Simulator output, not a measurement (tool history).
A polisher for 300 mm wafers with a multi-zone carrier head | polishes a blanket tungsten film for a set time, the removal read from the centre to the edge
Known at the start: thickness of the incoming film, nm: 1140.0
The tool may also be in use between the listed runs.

run  hour  flow of slurry (ml/min)  pressure of the head's centre zone  pressure of the head's middle zone  pressure of the head's edge zone  abrasive content of the slurry  polishing time (s)  film removed at the wafer's centre (angstrom)  film removed at mid-radius (angstrom)  film removed at the wafer's edge (angstrom)
  1   0.0                      130                                1.00                                1.00                              1.00                            1.00                  81                                         2703.6                                 2649.2                                       2728.5
  2   5.1                      130                                1.00                                1.04                              1.00                            1.00                  81                                         2751.3                                 2748.7                                       2623.2
  3   7.4                      130                                1.00                                1.00                              1.00                            1.00                  81                                         2720.3                                 2688.5                                       2634.4
  4  14.2                      130                                1.00                                1.08                              1.00                            1.00                  81                                         2731.9                                 2814.5                                       2683.4
  5  17.9                      130                                1.00                                1.08                              1.08                            1.00                  81                                         2717.8                                 2839.1                                       2794.1
  6  26.4                      125                                0.97                                1.06                              1.04                            0.90                  81                                         2544.1                                 2668.3                                       2638.9
  7  31.9                      120                                0.94                                1.05                              1.01                            0.85                  81                                         2440.9                                 2608.1                                       2507.4

Forecast run 8:
  8  38.5                       85                                0.84                                0.97                              0.97                            0.60                  79                                              ?                                      ?                                            ?

film removed at the wafer's centre (angstrom): 1740.4
film removed at mid-radius (angstrom): 1961.6
film removed at the wafer's edge (angstrom): 2023.1
